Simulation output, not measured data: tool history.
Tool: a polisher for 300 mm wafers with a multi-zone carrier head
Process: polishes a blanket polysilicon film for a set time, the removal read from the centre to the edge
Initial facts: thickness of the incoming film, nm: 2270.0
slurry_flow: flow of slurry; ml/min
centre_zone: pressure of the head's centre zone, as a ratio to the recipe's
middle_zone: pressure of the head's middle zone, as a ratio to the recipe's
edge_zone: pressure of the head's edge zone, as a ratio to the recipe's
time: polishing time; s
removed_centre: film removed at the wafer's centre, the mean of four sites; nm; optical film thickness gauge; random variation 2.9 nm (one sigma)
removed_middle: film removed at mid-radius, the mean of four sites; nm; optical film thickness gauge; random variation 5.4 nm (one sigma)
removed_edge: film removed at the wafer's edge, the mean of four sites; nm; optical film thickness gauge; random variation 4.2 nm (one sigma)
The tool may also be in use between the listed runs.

run,hour,slurry_flow,centre_zone,middle_zone,edge_zone,time,removed_centre,removed_middle,removed_edge
1,0.0,200,1.00,1.00,1.00,86,590.45,569.04,552.20
2,1.4,190,0.97,0.98,0.97,85,564.89,562.70,547.69
3,6.7,190,0.97,0.93,0.97,85,564.68,530.41,542.08
4,8.4,190,0.97,0.90,0.97,85,557.62,516.07,542.81
# hour 11.2: edge zone pressure recalibrated
5,11.2,190,0.97,0.90,0.97,101,665.78,625.43,667.29
6,13.6,190,0.95,0.90,0.95,95,616.71,582.25,632.43
7,19.3,160,0.92,1.00,0.85,71,431.58,475.67,432.11

Forecast run 8:
8,24.1,165,0.92,0.99,0.87,71,?,?,?

{"run 8": {"removed_centre": 435.96, "removed_middle": 465.87, "removed_edge": 447.51}}

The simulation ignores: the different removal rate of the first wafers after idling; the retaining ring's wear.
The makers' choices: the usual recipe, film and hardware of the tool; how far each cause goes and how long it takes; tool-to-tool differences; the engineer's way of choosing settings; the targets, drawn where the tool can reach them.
